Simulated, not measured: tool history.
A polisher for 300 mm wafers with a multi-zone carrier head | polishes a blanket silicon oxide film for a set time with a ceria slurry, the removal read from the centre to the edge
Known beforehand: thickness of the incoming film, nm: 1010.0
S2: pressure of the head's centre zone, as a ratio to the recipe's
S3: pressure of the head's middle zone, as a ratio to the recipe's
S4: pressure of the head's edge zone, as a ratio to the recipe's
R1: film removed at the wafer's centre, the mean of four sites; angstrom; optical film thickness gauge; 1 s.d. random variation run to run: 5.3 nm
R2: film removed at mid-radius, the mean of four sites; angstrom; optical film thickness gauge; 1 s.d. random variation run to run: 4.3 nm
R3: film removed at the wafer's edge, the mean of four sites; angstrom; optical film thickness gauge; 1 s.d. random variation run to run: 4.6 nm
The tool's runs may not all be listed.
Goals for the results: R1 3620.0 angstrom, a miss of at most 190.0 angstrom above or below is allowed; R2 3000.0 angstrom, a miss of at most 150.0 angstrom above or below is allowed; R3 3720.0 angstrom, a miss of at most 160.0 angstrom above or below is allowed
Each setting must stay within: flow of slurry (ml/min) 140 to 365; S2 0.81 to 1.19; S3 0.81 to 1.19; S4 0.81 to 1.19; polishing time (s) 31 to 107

Run 1, hour 0.0: flow of slurry (ml/min) 235, S2 1.00, S3 1.00, S4 1.00, polishing time (s) 69. Result: R1 2457.4 angstrom, R2 2467.3 angstrom, R3 2491.0 angstrom.
Run 2, hour 1.3: flow of slurry (ml/min) 235, S2 1.00, S3 1.00, S4 1.08, polishing time (s) 69. Result: R1 2471.6 angstrom, R2 2417.3 angstrom, R3 2597.5 angstrom.
Run 3, hour 8.5: flow of slurry (ml/min) 235, S2 1.01, S3 0.99, S4 1.09, polishing time (s) 72. Result: R1 2559.0 angstrom, R2 2560.8 angstrom, R3 2728.6 angstrom.
Run 4, hour 13.3: flow of slurry (ml/min) 240, S2 1.03, S3 0.96, S4 1.10, polishing time (s) 74. Result: R1 2782.5 angstrom, R2 2526.5 angstrom, R3 2811.3 angstrom.
At hour 16.0: worn pad replaced by a new one.
Run 5, hour 16.0: flow of slurry (ml/min) 240, S2 1.03, S3 0.95, S4 1.11, polishing time (s) 76. Result: R1 2939.0 angstrom, R2 2776.5 angstrom, R3 3238.7 angstrom.
Run 6, hour 24.9: flow of slurry (ml/min) 240, S2 1.03, S3 0.95, S4 1.11, polishing time (s) 64. Result: R1 2536.0 angstrom, R2 2371.7 angstrom, R3 2708.2 angstrom.
Run 7, hour 28.8: flow of slurry (ml/min) 245, S2 1.04, S3 0.94, S4 1.12, polishing time (s) 66. Result: R1 2659.6 angstrom, R2 2392.1 angstrom, R3 2780.6 angstrom.
Run 8, hour 34.4: flow of slurry (ml/min) 250, S2 1.05, S3 0.94, S4 1.13, polishing time (s) 68. Result: R1 2794.5 angstrom, R2 2448.0 angstrom, R3 2840.0 angstrom.

Pick the move, out of 4, that brings all results within their allowed miss; only one does.
Run A, hour 40.0: flow of slurry (ml/min) 140, S2 0.84, S3 1.06, S4 1.10, polishing time (s) 90. Result: R1 ?, R2 ?, R3 ?.
Run B, hour 40.0: flow of slurry (ml/min) 245, S2 1.09, S3 0.89, S4 1.18, polishing time (s) 85. Result: R1 ?, R2 ?, R3 ?.
Run C, hour 40.0: flow of slurry (ml/min) 340, S2 1.09, S3 0.99, S4 1.11, polishing time (s) 59. Result: R1 ?, R2 ?, R3 ?.
Run D, hour 40.0: flow of slurry (ml/min) 260, S2 1.17, S3 1.13, S4 0.96, polishing time (s) 82. Result: R1 ?, R2 ?, R3 ?.

move      R1      R2      R3
   A  2679.6  3328.0  3444.5
   B  3621.0  2986.8  3623.4
   C  2612.3  2341.9  2497.9
   D  3778.5  3539.4  3161.1
A: gains on the last run, yet a result remains outside its allowed miss
B: hits every target within its allowed miss
C: further off than the last run
D: gains on the last run, yet a result remains outside its allowed miss
The move that meets every target is B.
